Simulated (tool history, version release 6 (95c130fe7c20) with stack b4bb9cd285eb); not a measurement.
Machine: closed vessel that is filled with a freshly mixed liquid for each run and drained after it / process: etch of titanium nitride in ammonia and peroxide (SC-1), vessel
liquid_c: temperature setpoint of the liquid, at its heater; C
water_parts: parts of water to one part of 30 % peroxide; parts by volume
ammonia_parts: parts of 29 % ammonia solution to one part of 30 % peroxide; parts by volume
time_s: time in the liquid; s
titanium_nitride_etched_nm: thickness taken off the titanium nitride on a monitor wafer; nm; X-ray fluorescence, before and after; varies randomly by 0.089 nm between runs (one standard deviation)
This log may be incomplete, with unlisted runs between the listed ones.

| run | hour | liquid_c | water_parts | ammonia_parts | time_s | titanium_nitride_etched_nm |
|---|---|---|---|---|---|---|
| 1 | 0.0 | 48.0 | 9.0 | 0.55 | 60 | 5.2169 |
| 2 | 0.6 | 51.5 | 9.0 | 0.55 | 60 | 6.6583 |
| 3 | 8.6 | 51.5 | 11.5 | 0.55 | 60 | 5.9422 |
| 4 | 9.9 | 54.5 | 11.5 | 0.55 | 60 | 7.1496 |
| 5 | 11.6 | 47.5 | 11.5 | 0.55 | 60 | 4.3519 |
| 6 | 14.8 | 51.5 | 11.5 | 0.55 | 60 | 5.8631 |

Run 7 has not been measured yet. What should we expect?
| 7 | 18.2 | 54.5 | 11.5 | 0.55 | 60 | ? |

Run 7 gave titanium_nitride_etched_nm 7.1761 nm.

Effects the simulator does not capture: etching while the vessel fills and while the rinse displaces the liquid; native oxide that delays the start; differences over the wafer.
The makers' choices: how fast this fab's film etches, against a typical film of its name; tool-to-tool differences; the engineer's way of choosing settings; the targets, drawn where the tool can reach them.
